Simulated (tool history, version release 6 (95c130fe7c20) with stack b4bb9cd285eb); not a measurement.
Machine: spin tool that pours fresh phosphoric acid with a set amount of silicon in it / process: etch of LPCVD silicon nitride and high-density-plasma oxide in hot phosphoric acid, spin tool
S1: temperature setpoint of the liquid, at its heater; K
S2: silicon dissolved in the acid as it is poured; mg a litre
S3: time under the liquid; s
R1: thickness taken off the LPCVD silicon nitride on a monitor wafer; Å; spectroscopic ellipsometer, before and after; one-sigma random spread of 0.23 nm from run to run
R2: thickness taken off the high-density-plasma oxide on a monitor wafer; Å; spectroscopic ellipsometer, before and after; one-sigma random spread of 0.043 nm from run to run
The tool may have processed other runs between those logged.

run,hour,S1,S2,S3,R1,R2
1,0.0,435.15,27.5,180,176.19,3.3036
2,4.8,435.65,30.0,195,193.74,2.7840
3,5.4,435.65,43.0,195,193.65,1.3544
4,13.9,436.15,40.5,205,208.19,2.1581
5,14.5,436.15,40.5,175,177.80,1.8020
6,21.6,436.15,49.5,175,176.52,1.2122
7,24.8,436.65,47.5,190,196.20,1.4478
8,30.7,436.65,47.5,190,194.43,1.4483
9,39.2,437.15,46.0,200,209.05,1.4916
10,42.6,437.65,42.5,210,227.56,1.7409
11,46.2,438.15,39.0,215,234.25,2.4460

Run 12, settings as shown, results not yet in. Your forecast:
# hour 54.9: dissolved silicon flow meter replaced
12,54.9,438.65,38.0,220,?,?

{"run 12": {"R1": 243.51, "R2": 3.3455}}
